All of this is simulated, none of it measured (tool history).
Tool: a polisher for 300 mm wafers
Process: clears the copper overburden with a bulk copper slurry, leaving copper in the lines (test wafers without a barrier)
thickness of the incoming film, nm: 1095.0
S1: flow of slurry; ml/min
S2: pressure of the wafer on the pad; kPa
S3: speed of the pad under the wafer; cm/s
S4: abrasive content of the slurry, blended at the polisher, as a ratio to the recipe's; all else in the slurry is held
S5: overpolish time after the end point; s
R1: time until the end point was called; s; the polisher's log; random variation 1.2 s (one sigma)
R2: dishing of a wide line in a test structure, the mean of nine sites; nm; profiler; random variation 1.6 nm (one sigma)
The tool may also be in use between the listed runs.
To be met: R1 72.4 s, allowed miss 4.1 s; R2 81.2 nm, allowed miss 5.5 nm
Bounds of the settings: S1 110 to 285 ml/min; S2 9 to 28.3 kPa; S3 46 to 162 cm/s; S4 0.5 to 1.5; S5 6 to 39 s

run 1 hour=0 | S1=180 S2=18.6 S3=104 S4=1 S5=20 | R1=135.1 R2=83.219
run 2 hour=2.8 | S1=180 S2=18.6 S3=104 S4=1.1 S5=20 | R1=134.51 R2=81.751
run 3 hour=6.9 | S1=180 S2=21.4 S3=106 S4=1.15 S5=16 | R1=114.97 R2=80.287
run 4 hour=10.1 | S1=185 S2=23.4 S3=110 S4=1.15 S5=13 | R1=105.68 R2=75.854
run 5 hour=12.1 | S1=185 S2=23.4 S3=84 S4=1.15 S5=13 | R1=128.69 R2=61.552
run 6 hour=17.7 | S1=185 S2=23.4 S3=66 S4=1.15 S5=13 | R1=156.13 R2=55.058
run 7 hour=22.5 | S1=200 S2=28.3 S3=94 S4=1.2 S5=9 | R1=99.659 R2=57.434
run 8 hour=26.1 | S1=200 S2=28.3 S3=106 S4=1.2 S5=10 | R1=90.593 R2=71.943
run 9 hour=33 | S1=230 S2=28.3 S3=130 S4=1.35 S5=6 | R1=71.516 R2=56.884
run 10 hour=37.4 | S1=215 S2=28.3 S3=132 S4=1.25 S5=7 | R1=74.047 R2=62.343
run 11 hour=43.1 | S1=190 S2=27.6 S3=148 S4=1.1 S5=13 | R1=69.94 R2=99.545
run 12 hour=49.2 | S1=200 S2=26.9 S3=148 S4=1.15 S5=13 | R1=70.601 R2=96.865
run 13 hour=51.8 | S1=205 S2=26.2 S3=148 S4=1.2 S5=13 | R1=70.509 R2=95.216

4 next moves are on the table. One of them brings every result within its allowed miss. Which?
run A hour=54.4 | S1=225 S2=24.1 S3=152 S4=1.3 S5=15 | R1=? R2=?
run B hour=54.4 | S1=150 S2=26.9 S3=138 S4=1.25 S5=18 | R1=? R2=?
run C hour=54.4 | S1=220 S2=24.8 S3=150 S4=1.3 S5=10 | R1=? R2=?
run D hour=54.4 | S1=205 S2=26.9 S3=140 S4=1.15 S5=13 | R1=? R2=?

move=A R1=73.157 R2=107.77
move=B R1=77.68 R2=117.21
move=C R1=72.493 R2=84.078
move=D R1=74.466 R2=99.221
A: further off than the last run
B: further off than the last run
C: meets every target
D: further off than the last run
Answer: C
